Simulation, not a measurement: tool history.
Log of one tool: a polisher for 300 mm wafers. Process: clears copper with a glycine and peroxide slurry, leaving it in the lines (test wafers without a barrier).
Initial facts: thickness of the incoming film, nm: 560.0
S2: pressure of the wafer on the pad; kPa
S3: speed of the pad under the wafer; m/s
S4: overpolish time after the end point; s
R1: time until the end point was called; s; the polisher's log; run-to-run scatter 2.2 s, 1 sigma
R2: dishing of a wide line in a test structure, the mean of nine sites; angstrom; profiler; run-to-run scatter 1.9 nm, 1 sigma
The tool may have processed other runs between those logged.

run 1 hour=0 | flow_of_slurry_(ml/min)=300 S2=22.1 S3=0.84 S4=17 | R1=119.38 R2=628.87
run 2 hour=0.9 | flow_of_slurry_(ml/min)=300 S2=21.4 S3=0.84 S4=18 | R1=121.03 R2=672.74
run 3 hour=4.5 | flow_of_slurry_(ml/min)=300 S2=21.4 S3=0.64 S4=18 | R1=153.41 R2=537.15
run 4 hour=11.1 | flow_of_slurry_(ml/min)=300 S2=21.4 S3=0.64 S4=13 | R1=152.4 R2=398.24
run 5 hour=15.1 | flow_of_slurry_(ml/min)=345 S2=21.4 S3=0.64 S4=13 | R1=147.25 R2=399.25
run 6 hour=20.7 | flow_of_slurry_(ml/min)=345 S2=26.2 S3=0.64 S4=13 | R1=127.11 R2=464.12
run 7 hour=29.1 | flow_of_slurry_(ml/min)=340 S2=25.5 S3=0.64 S4=15 | R1=130.61 R2=505.09
run 8 hour=38 | flow_of_slurry_(ml/min)=335 S2=24.8 S3=0.64 S4=17 | R1=136.04 R2=562.78
-- hour=44.7 slurry nozzle cleaned
run 9 hour=44.7 | flow_of_slurry_(ml/min)=335 S2=24.8 S3=0.64 S4=18 | R1=131.52 R2=598.94
run 10 hour=49.1 | flow_of_slurry_(ml/min)=330 S2=24.1 S3=0.64 S4=19 | R1=132.59 R2=647.85
run 11 hour=55.3 | flow_of_slurry_(ml/min)=320 S2=23.4 S3=0.64 S4=20 | R1=135.9 R2=644.38
run 12 hour=60.6 | flow_of_slurry_(ml/min)=315 S2=22.8 S3=0.64 S4=21 | R1=136.7 R2=674.73
run 13 hour=66.8 | flow_of_slurry_(ml/min)=310 S2=22.1 S3=0.64 S4=22 | R1=142.75 R2=676.46

For run 14, what comes out?
run 14 hour=73 | flow_of_slurry_(ml/min)=305 S2=22.1 S3=0.64 S4=23 | R1=? R2=?

Logged for run 14: R1 141.92 s, R2 708.89 angstrom.
